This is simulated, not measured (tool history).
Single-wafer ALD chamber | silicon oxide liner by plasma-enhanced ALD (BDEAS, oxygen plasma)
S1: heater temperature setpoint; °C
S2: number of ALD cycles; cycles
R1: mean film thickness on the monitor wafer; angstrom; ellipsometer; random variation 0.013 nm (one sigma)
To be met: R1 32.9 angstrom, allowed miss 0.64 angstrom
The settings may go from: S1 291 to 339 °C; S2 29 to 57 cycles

run  hour   S1  S2      R1
  1     0  315  43  43.461
  2   3.6  310  43  43.695
  3   4.8  316  43  43.647
  4  12.1  316  40   40.58
  5  19.6  316  38  38.264
  6  22.5  316  37  37.375
  7  25.4  316  36  36.381
  8  31.7  316  35  35.182
  9  37.5  316  34  34.542

Which of these 4 next moves meets every target?
  A  43.3  315  38   ?
  B  43.3  320  33   ?
  C  43.3  313  34   ?
  D  43.3  309  34   ?

move      R1
   A  38.829
   B  33.473
   C  34.844
   D  35.048
A: further off than the last run
B: meets every target
C: further off than the last run
D: further off than the last run
The right move is B.

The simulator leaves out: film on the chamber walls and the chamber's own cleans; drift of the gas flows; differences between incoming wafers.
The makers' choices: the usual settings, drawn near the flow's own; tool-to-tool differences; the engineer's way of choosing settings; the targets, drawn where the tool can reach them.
